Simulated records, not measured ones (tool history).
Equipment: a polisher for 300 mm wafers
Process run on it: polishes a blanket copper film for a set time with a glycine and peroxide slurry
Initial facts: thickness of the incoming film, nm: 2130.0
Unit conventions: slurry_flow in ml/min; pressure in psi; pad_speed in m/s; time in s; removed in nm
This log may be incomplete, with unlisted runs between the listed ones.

run 1 hour=0 | slurry_flow=165 pressure=3.3 pad_speed=1.12 time=21 | removed=132.77
run 2 hour=3.5 | slurry_flow=165 pressure=3.2 pad_speed=1.12 time=21 | removed=128.64
run 3 hour=9.7 | slurry_flow=165 pressure=3.1 pad_speed=1.12 time=21 | removed=130.93
run 4 hour=17.4 | slurry_flow=165 pressure=3 pad_speed=1.12 time=21 | removed=124.44
run 5 hour=20.2 | slurry_flow=145 pressure=3 pad_speed=1.12 time=21 | removed=122.98
run 6 hour=21.8 | slurry_flow=180 pressure=3 pad_speed=1.12 time=21 | removed=126.01
run 7 hour=24 | slurry_flow=180 pressure=2.9 pad_speed=1.12 time=21 | removed=124.49

What will run 8 give?
run 8 hour=28.6 | slurry_flow=180 pressure=2.8 pad_speed=1.12 time=21 | removed=?

{"run 8": {"removed": 116.84}}
